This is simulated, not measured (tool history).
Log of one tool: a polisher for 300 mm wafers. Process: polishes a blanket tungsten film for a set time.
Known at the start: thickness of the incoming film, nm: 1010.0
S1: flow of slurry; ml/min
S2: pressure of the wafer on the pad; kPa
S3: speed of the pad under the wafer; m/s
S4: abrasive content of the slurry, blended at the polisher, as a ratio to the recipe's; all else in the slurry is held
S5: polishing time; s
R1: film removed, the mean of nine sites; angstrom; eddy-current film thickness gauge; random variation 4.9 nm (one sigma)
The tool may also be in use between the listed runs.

Run 1, hour 0.0: S1 280 ml/min, S2 26.9 kPa, S3 1.42 m/s, S4 1.0, S5 73 s. Result: R1 4288.1 angstrom.
Run 2, hour 7.5: S1 285 ml/min, S2 31.0 kPa, S3 1.44 m/s, S4 1.0, S5 73 s. Result: R1 5035.8 angstrom.
Run 3, hour 8.8: S1 285 ml/min, S2 31.0 kPa, S3 1.16 m/s, S4 1.0, S5 73 s. Result: R1 4056.3 angstrom.
Run 4, hour 14.9: S1 285 ml/min, S2 31.0 kPa, S3 1.16 m/s, S4 1.0, S5 73 s. Result: R1 4063.8 angstrom.
Run 5, hour 17.5: S1 290 ml/min, S2 34.5 kPa, S3 1.26 m/s, S4 1.0, S5 73 s. Result: R1 4832.9 angstrom.
Run 6, hour 19.8: S1 290 ml/min, S2 34.5 kPa, S3 1.26 m/s, S4 1.0, S5 73 s. Result: R1 4884.2 angstrom.

Run 7 comes next. What will it give?
Run 7, hour 24.5: S1 290 ml/min, S2 36.5 kPa, S3 1.36 m/s, S4 1.0, S5 73 s. Result: R1 ?.

Run 7 gave R1 5546.0 angstrom.
